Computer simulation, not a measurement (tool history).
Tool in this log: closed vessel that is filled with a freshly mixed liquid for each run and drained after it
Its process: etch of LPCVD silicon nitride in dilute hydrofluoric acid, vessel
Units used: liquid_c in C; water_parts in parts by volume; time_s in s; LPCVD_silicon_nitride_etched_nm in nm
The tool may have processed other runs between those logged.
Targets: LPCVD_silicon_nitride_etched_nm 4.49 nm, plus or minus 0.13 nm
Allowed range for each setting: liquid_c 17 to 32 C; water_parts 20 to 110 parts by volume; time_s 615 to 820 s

| run | hour | liquid_c | water_parts | time_s | LPCVD_silicon_nitride_etched_nm |
|---|---|---|---|---|---|
| 1 | 0 | 24 | 60 | 820 | 6.4279 |
| 2 | 4.8 | 23 | 60 | 820 | 6.1022 |
| 3 | 11.4 | 22 | 60 | 820 | 5.6926 |
| 4 | 15.5 | 22 | 70 | 820 | 4.8153 |
| 5 | 20.6 | 21.5 | 70 | 820 | 4.7677 |
| 6 | 28.8 | 21.5 | 60 | 820 | 5.4324 |
| 7 | 35.2 | 21 | 60 | 820 | 5.2737 |
| 8 | 40.1 | 20.5 | 60 | 820 | 5.0796 |
| 9 | 49.3 | 20 | 60 | 820 | 4.9298 |

5 next moves are on the table. One of them brings every result within its allowed miss. Which?
| A | 58.5 | 19.5 | 60 | 765 | ? |
| B | 58.5 | 18 | 55 | 820 | ? |
| C | 58.5 | 18.5 | 50 | 760 | ? |
| D | 58.5 | 19.5 | 55 | 670 | ? |
| E | 58.5 | 20 | 50 | 680 | ? |

| move | LPCVD_silicon_nitride_etched_nm |
|---|---|
| A | 4.4248 |
| B | 4.6476 |
| C | 4.894 |
| D | 4.2178 |
| E | 4.8627 |
A: every result within its allowed miss
B: closes in on the targets versus the last run, not all within tolerance yet
C: closes in on the targets versus the last run, not all within tolerance yet
D: moves the result that the last run missed by most past its target, out the other side
E: closes in on the targets versus the last run, not all within tolerance yet
A meets every target.
